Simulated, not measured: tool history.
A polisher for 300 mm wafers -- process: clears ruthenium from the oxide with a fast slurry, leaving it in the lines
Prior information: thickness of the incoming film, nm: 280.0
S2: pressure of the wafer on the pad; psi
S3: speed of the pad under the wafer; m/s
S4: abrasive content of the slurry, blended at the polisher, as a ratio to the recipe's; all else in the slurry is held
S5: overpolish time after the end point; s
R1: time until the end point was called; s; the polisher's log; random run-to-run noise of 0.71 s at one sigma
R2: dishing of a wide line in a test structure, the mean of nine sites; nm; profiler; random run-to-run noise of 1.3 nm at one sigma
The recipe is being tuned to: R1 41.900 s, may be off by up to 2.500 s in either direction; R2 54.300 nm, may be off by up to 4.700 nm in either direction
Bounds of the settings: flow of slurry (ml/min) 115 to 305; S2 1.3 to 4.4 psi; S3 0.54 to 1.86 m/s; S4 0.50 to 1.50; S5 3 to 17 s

Run 1, hour 0.0: flow of slurry (ml/min) 195, S2 2.8 psi, S3 1.18 m/s, S4 1.00, S5 9 s. Result: R1 63.898 s, R2 35.863 nm.
Run 2, hour 4.1: flow of slurry (ml/min) 195, S2 3.0 psi, S3 1.18 m/s, S4 1.00, S5 9 s. Result: R1 60.208 s, R2 36.980 nm.
Run 3, hour 11.3: flow of slurry (ml/min) 195, S2 3.0 psi, S3 1.30 m/s, S4 1.00, S5 9 s. Result: R1 53.907 s, R2 38.369 nm.
Run 4, hour 12.3: flow of slurry (ml/min) 195, S2 3.1 psi, S3 1.30 m/s, S4 1.00, S5 9 s. Result: R1 52.618 s, R2 42.411 nm.
Run 5, hour 12.9: flow of slurry (ml/min) 195, S2 3.1 psi, S3 1.58 m/s, S4 1.00, S5 9 s. Result: R1 44.291 s, R2 46.934 nm.
Run 6, hour 14.7: flow of slurry (ml/min) 195, S2 3.1 psi, S3 1.58 m/s, S4 1.00, S5 7 s. Result: R1 44.533 s, R2 38.011 nm.
Run 7, hour 17.8: flow of slurry (ml/min) 195, S2 3.1 psi, S3 1.58 m/s, S4 1.00, S5 8 s. Result: R1 45.115 s, R2 42.810 nm.
Run 8, hour 23.9: flow of slurry (ml/min) 195, S2 3.2 psi, S3 1.58 m/s, S4 1.00, S5 9 s. Result: R1 43.018 s, R2 49.154 nm.
At hour 27.9: head pressure recalibrated.
Run 9, hour 27.9: flow of slurry (ml/min) 195, S2 3.3 psi, S3 1.58 m/s, S4 1.00, S5 10 s. Result: R1 45.616 s, R2 51.582 nm.
Run 10, hour 30.3: flow of slurry (ml/min) 195, S2 3.4 psi, S3 1.58 m/s, S4 1.00, S5 10 s. Result: R1 43.799 s, R2 51.627 nm.

Which one of the following 4 next-run settings gets every result inside its allowed miss? There is exactly one.
Run A, hour 32.7: flow of slurry (ml/min) 140, S2 3.3 psi, S3 1.66 m/s, S4 0.90, S5 10 s. Result: R1 ?, R2 ?.
Run B, hour 32.7: flow of slurry (ml/min) 220, S2 2.8 psi, S3 1.76 m/s, S4 1.20, S5 10 s. Result: R1 ?, R2 ?.
Run C, hour 32.7: flow of slurry (ml/min) 190, S2 3.5 psi, S3 1.42 m/s, S4 0.90, S5 11 s. Result: R1 ?, R2 ?.
Run D, hour 32.7: flow of slurry (ml/min) 235, S2 3.6 psi, S3 1.38 m/s, S4 1.05, S5 11 s. Result: R1 ?, R2 ?.

move      R1      R2
   A  48.836  46.361
   B  42.874  51.759
   C  51.227  48.276
   D  46.556  52.321
A: moves away from the targets compared with the last run
B: in spec on every target
C: moves away from the targets compared with the last run
D: moves away from the targets compared with the last run
The right move is B.

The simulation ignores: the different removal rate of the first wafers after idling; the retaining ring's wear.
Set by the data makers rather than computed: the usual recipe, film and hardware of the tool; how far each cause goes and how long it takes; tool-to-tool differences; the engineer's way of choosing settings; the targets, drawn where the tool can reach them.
